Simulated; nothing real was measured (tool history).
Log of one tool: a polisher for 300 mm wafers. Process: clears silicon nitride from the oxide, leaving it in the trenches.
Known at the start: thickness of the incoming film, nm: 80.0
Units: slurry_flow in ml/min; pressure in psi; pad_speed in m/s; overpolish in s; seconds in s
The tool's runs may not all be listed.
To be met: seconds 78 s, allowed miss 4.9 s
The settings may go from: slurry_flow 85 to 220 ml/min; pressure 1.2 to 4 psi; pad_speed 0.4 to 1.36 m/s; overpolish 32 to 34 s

run,hour,slurry_flow,pressure,pad_speed,overpolish,seconds
1,0,140,2.6,0.88,32,124.48
2,5.1,140,2.6,1.06,32,107.82
3,9.8,140,2.7,1.06,32,102.07
4,14.6,140,3,1.06,32,94.877
5,23.1,105,3,1.06,32,96.23
6,25.3,105,3,1.06,32,98.905
7,26.8,105,3.1,1.06,32,92.578
8,33.8,105,3.2,1.06,32,88.875
9,34.4,105,3.3,1.06,32,87.76
10,42.6,105,3.4,1.06,32,83.945

Which of these 4 next moves meets every target?
A,50.8,85,3.4,1.04,32,?
B,50.8,95,3.6,1.12,34,?
C,50.8,125,3.2,1.04,34,?
D,50.8,175,3.3,0.9,32,?

move,seconds
A,90.394
B,78.223
C,89.642
D,94.49
A: further off than the last run
B: meets every target
C: further off than the last run
D: further off than the last run
Move B is the one to make.
